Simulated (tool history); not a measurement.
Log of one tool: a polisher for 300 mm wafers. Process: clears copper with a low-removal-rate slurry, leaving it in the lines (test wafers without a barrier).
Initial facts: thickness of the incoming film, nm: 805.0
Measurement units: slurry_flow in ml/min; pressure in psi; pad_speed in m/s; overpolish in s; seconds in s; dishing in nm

run,hour,slurry_flow,pressure,pad_speed,slurry_solids,overpolish,seconds,dishing
1,0.0,270,3.6,1.38,1.0,23,184.12,46.158
2,3.3,270,3.6,1.56,1.0,23,162.39,48.445
3,7.8,270,3.2,1.56,1.0,23,181.19,45.712
4,15.0,270,3.2,1.56,0.8,23,186.72,44.824
5,16.0,270,3.0,1.56,0.8,23,201.83,42.916
6,21.5,335,3.0,1.56,0.8,23,195.00,43.838
7,25.4,335,2.8,1.56,0.8,23,213.37,42.269

Expected results for the next run?
8,29.4,335,2.7,1.56,0.8,23,?,?

seconds: 220.29 s
dishing: 41.153 nm

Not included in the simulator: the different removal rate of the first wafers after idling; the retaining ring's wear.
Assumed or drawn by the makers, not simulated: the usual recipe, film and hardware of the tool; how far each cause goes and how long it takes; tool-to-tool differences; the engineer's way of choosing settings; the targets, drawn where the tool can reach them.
